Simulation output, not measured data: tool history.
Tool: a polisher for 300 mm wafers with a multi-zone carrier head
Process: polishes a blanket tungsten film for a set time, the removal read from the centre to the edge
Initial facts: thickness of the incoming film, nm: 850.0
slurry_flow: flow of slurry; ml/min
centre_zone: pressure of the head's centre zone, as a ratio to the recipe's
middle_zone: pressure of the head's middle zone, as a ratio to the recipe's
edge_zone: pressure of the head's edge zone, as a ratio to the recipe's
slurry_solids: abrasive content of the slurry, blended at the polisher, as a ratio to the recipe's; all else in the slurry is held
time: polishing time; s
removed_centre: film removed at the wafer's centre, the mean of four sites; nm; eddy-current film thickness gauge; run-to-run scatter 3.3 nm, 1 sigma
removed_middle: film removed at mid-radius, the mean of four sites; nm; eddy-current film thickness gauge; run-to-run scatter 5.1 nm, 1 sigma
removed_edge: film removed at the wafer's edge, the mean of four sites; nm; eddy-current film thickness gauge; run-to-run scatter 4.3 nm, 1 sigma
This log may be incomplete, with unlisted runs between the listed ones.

| run | hour | slurry_flow | centre_zone | middle_zone | edge_zone | slurry_solids | time | removed_centre | removed_middle | removed_edge |
|---|---|---|---|---|---|---|---|---|---|---|
| 1 | 0 | 205 | 1 | 1 | 1 | 1 | 79 | 319.82 | 315.02 | 304.23 |
| 2 | 1.4 | 205 | 1 | 0.96 | 1 | 1 | 79 | 315.84 | 304.04 | 313.64 |
| 3 | 6.5 | 200 | 0.96 | 0.99 | 1 | 1 | 79 | 310.92 | 309.58 | 308.76 |
| 4 | 9.4 | 200 | 0.96 | 0.99 | 1 | 1.15 | 79 | 315.86 | 324.55 | 317.36 |
| 5 | 13.7 | 195 | 0.93 | 1.02 | 1 | 1.15 | 78 | 297.44 | 328.67 | 315.46 |
| 6 | 20.3 | 195 | 0.93 | 1.02 | 1 | 1.15 | 64 | 244.43 | 266.41 | 256.88 |
| 7 | 27.5 | 200 | 0.93 | 1.05 | 1.01 | 1.2 | 65 | 255.48 | 282.03 | 259.92 |
| 8 | 32 | 200 | 0.91 | 1.07 | 1.01 | 1.25 | 66 | 254.94 | 286.8 | 277.09 |

What will run 9 give?
| 9 | 34.9 | 190 | 0.91 | 1.1 | 0.97 | 1.3 | 68 | ? | ? | ? |

Run 9 produced removed_centre 264.49 nm, removed_middle 320.61 nm, removed_edge 274.39 nm.

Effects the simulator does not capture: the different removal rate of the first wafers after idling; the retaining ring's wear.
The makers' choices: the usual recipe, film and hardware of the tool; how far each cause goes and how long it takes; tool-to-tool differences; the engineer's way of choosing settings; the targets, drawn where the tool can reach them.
